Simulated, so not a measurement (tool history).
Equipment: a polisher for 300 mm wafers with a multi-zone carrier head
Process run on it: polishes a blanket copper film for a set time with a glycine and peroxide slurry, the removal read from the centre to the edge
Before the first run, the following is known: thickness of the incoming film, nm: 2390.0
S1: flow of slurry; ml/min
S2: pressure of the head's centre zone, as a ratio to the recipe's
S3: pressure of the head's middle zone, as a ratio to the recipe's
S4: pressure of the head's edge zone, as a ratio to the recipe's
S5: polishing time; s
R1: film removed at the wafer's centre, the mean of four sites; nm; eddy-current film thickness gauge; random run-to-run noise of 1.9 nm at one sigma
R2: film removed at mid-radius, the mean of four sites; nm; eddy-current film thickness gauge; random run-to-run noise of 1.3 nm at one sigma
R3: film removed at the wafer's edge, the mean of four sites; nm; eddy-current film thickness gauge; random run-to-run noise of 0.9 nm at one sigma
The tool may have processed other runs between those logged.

Run 1, day 0.000: S1 310 ml/min, S2 1.00, S3 1.00, S4 1.00, S5 31 s. Result: R1 194.43 nm, R2 195.74 nm, R3 198.90 nm.
Run 2, day 0.046: S1 310 ml/min, S2 1.00, S3 1.00, S4 0.97, S5 31 s. Result: R1 199.50 nm, R2 196.82 nm, R3 196.33 nm.
Run 3, day 0.388: S1 305 ml/min, S2 0.97, S3 0.98, S4 0.94, S5 28 s. Result: R1 175.64 nm, R2 176.39 nm, R3 173.70 nm.
Run 4, day 0.617: S1 300 ml/min, S2 0.94, S3 0.95, S4 0.92, S5 27 s. Result: R1 164.40 nm, R2 166.20 nm, R3 165.71 nm.
Run 5, day 0.854: S1 300 ml/min, S2 0.97, S3 0.95, S4 0.92, S5 27 s. Result: R1 167.40 nm, R2 164.17 nm, R3 165.47 nm.
Run 6, day 0.962: S1 300 ml/min, S2 0.97, S3 0.88, S4 0.92, S5 27 s. Result: R1 164.64 nm, R2 157.17 nm, R3 166.31 nm.
Run 7, day 1.162: S1 285 ml/min, S2 0.92, S3 0.89, S4 0.82, S5 21 s. Result: R1 120.08 nm, R2 120.66 nm, R3 121.91 nm.
Run 8, day 1.446: S1 300 ml/min, S2 0.93, S3 0.91, S4 0.85, S5 21 s. Result: R1 123.46 nm, R2 124.73 nm, R3 123.98 nm.
Run 9, day 1.538: S1 305 ml/min, S2 0.94, S3 0.92, S4 0.88, S5 21 s. Result: R1 123.70 nm, R2 125.22 nm, R3 125.20 nm.
Run 10, day 1.567: S1 305 ml/min, S2 0.95, S3 0.93, S4 0.90, S5 21 s. Result: R1 129.42 nm, R2 126.16 nm, R3 127.50 nm.
Run 11, day 1.783: S1 305 ml/min, S2 0.94, S3 0.94, S4 0.92, S5 21 s. Result: R1 126.00 nm, R2 128.46 nm, R3 129.40 nm.

Run 12 comes next. What will it give?
Run 12, day 2.142: S1 345 ml/min, S2 0.99, S3 0.97, S4 0.97, S5 22 s. Result: R1 ?, R2 ?, R3 ?.

R1: 134.85 nm
R2: 141.36 nm
R3: 139.24 nm
